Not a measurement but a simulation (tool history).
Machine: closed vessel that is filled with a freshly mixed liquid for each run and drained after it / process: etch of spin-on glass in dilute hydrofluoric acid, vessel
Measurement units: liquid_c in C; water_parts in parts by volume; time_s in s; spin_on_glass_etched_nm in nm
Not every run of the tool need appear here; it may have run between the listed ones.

Run 1, hour 0: liquid_c 22 C, water_parts 265 parts by volume, time_s 30 s. Result: spin_on_glass_etched_nm 3.4796 nm.
Run 2, hour 1.2: liquid_c 23.5 C, water_parts 245 parts by volume, time_s 30 s. Result: spin_on_glass_etched_nm 4.0794 nm.
Run 3, hour 9.5: liquid_c 20.5 C, water_parts 245 parts by volume, time_s 30 s. Result: spin_on_glass_etched_nm 3.6386 nm.
Run 4, hour 17.9: liquid_c 17 C, water_parts 245 parts by volume, time_s 30 s. Result: spin_on_glass_etched_nm 3.215 nm.
Run 5, hour 24: liquid_c 19 C, water_parts 230 parts by volume, time_s 30 s. Result: spin_on_glass_etched_nm 3.6995 nm.
Run 6, hour 31.8: liquid_c 20.5 C, water_parts 215 parts by volume, time_s 30 s. Result: spin_on_glass_etched_nm 4.3038 nm.
Run 7, hour 39.6: liquid_c 20.5 C, water_parts 215 parts by volume, time_s 30 s. Result: spin_on_glass_etched_nm 4.3006 nm.
Run 8, hour 48.1: liquid_c 22 C, water_parts 205 parts by volume, time_s 30 s. Result: spin_on_glass_etched_nm 4.8542 nm.
Run 9, hour 49.9: liquid_c 23.5 C, water_parts 200 parts by volume, time_s 30 s. Result: spin_on_glass_etched_nm 5.258 nm.

Expected results for the next run?
Run 10, hour 53.5: liquid_c 24.5 C, water_parts 195 parts by volume, time_s 30 s. Result: spin_on_glass_etched_nm ?.

{"run 10": {"spin_on_glass_etched_nm": 5.6087}}

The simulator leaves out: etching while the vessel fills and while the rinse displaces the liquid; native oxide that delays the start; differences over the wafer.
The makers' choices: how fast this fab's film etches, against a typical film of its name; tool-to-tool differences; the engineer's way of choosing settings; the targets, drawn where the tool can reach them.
